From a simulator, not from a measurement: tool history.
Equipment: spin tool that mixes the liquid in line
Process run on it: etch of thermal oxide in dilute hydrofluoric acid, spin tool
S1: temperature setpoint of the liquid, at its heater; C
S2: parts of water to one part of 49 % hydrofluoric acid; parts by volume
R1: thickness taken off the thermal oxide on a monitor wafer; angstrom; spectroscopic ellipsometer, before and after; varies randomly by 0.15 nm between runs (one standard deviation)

run 1 hour=0 | S1=24 S2=45 time_under_the_liquid_(s)=100 | R1=114.77
run 2 hour=4.8 | S1=24 S2=50 time_under_the_liquid_(s)=100 | R1=103.13
run 3 hour=6.5 | S1=25 S2=45 time_under_the_liquid_(s)=100 | R1=119.39
run 4 hour=14 | S1=26 S2=40 time_under_the_liquid_(s)=100 | R1=141.07
run 5 hour=16.3 | S1=27 S2=35 time_under_the_liquid_(s)=100 | R1=169.18
run 6 hour=24.2 | S1=27.5 S2=35 time_under_the_liquid_(s)=100 | R1=172.9

Run 7 has not been measured yet. What should we expect?
run 7 hour=32.4 | S1=28 S2=35 time_under_the_liquid_(s)=100 | R1=?

Run 7 measured R1 175.93 angstrom.
